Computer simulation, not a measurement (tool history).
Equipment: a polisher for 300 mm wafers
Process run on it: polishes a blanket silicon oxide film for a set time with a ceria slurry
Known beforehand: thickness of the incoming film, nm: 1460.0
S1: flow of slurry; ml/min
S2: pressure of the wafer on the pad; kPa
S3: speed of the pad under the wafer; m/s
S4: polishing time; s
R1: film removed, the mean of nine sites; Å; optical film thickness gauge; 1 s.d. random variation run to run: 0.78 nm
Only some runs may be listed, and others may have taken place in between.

run 1 hour=0 | S1=210 S2=23.4 S3=1.04 S4=30 | R1=1566.1
run 2 hour=9 | S1=205 S2=21.4 S3=1.04 S4=30 | R1=1440.9
run 3 hour=11.1 | S1=205 S2=17.9 S3=1.04 S4=30 | R1=1224.8
run 4 hour=13.3 | S1=205 S2=13.1 S3=1.04 S4=30 | R1=900.33
run 5 hour=16.1 | S1=255 S2=13.1 S3=1.04 S4=30 | R1=914.6
run 6 hour=21.3 | S1=255 S2=13.1 S3=1.04 S4=27 | R1=835.74
run 7 hour=27.4 | S1=285 S2=20 S3=1.04 S4=27 | R1=1279.4

Forecast run 8:
run 8 hour=34.2 | S1=280 S2=19.3 S3=1.04 S4=27 | R1=?

R1: 1211 Å

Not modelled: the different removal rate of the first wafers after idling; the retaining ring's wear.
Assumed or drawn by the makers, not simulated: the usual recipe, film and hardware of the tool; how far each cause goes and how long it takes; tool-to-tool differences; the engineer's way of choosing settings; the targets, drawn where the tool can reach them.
